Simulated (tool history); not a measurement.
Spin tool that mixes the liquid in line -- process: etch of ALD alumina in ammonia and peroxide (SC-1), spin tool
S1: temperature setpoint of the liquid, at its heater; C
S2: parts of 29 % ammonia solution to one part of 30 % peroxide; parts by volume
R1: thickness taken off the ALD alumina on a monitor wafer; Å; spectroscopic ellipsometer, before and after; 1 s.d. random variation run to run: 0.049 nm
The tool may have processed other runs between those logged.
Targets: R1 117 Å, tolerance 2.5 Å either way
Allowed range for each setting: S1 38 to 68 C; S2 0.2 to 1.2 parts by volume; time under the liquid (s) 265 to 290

run 1 day=0 | S1=52 S2=0.7 time_under_the_liquid_(s)=265 | R1=180.74
run 2 day=0.317 | S1=52 S2=0.95 time_under_the_liquid_(s)=265 | R1=183.95
run 3 day=0.367 | S1=56.5 S2=0.95 time_under_the_liquid_(s)=265 | R1=233.48
run 4 day=0.45 | S1=54.5 S2=0.95 time_under_the_liquid_(s)=265 | R1=212.24
run 5 day=0.692 | S1=53 S2=0.95 time_under_the_liquid_(s)=265 | R1=196.08
run 6 day=1.046 | S1=51.5 S2=0.95 time_under_the_liquid_(s)=265 | R1=179.71
run 7 day=1.188 | S1=50.5 S2=0.95 time_under_the_liquid_(s)=265 | R1=171.3
run 8 day=1.288 | S1=42.5 S2=0.95 time_under_the_liquid_(s)=265 | R1=109.07

Consider the 4 candidate settings below. Which is the only one whose results all fall within their allowed miss of target?
run A day=1.388 | S1=42 S2=1.1 time_under_the_liquid_(s)=270 | R1=?
run B day=1.388 | S1=42.5 S2=0.75 time_under_the_liquid_(s)=290 | R1=?
run C day=1.388 | S1=44.5 S2=0.45 time_under_the_liquid_(s)=290 | R1=?
run D day=1.388 | S1=40.5 S2=1.05 time_under_the_liquid_(s)=265 | R1=?

move=A R1=108.92
move=B R1=116.11
move=C R1=124.09
move=D R1=97.498
A: about the same distance from the targets as the last run
B: all results land within tolerance of their targets
C: the result that was furthest off in the last run now lies on the other side of its target
D: further off than the last run
B is the move that brings every result within its allowed miss.
